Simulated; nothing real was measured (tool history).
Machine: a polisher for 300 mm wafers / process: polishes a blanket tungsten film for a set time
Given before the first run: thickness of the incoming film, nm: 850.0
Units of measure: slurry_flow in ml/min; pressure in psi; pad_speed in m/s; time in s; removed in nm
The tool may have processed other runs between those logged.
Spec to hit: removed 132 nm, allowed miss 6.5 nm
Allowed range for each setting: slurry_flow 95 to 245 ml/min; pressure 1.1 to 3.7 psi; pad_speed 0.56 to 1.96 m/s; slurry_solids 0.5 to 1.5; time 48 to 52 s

run,hour,slurry_flow,pressure,pad_speed,slurry_solids,time,removed
1,0,155,2.4,1.26,1,52,183.65
2,6.7,155,2.6,1.26,1,52,202.11
3,11.1,155,2.5,1.26,1,52,193.54
4,19.9,155,3,1.26,1,52,230
5,21.9,155,2.8,1.24,1,52,213.64
6,23.6,155,2.8,1.38,1,52,229.57
7,27.1,155,2.6,1.36,1,52,211.46
8,33.2,155,2.4,1.34,1,52,196.68
9,41.3,155,2.3,1.34,1,52,182.69

Next run, 5 choices. One meets every target within its allowed miss, the rest don't. Which?
A,49.4,150,1.8,1.12,0.8,48,?
B,49.4,170,1.9,1.22,1,48,?
C,49.4,200,1.9,1.26,1.15,49,?
D,49.4,165,2.8,1.38,1.1,52,?
E,49.4,145,2.2,1.14,1.1,48,?

move,removed
A,113.21
B,134.63
C,147.85
D,235.53
E,146
A: the result that was furthest off in the last run now lies on the other side of its target
B: hits every target within its allowed miss
C: an improvement on the last run, though not all results are within tolerance
D: the biggest miss grows against the last run
E: an improvement on the last run, though not all results are within tolerance
The move that meets every target is B.
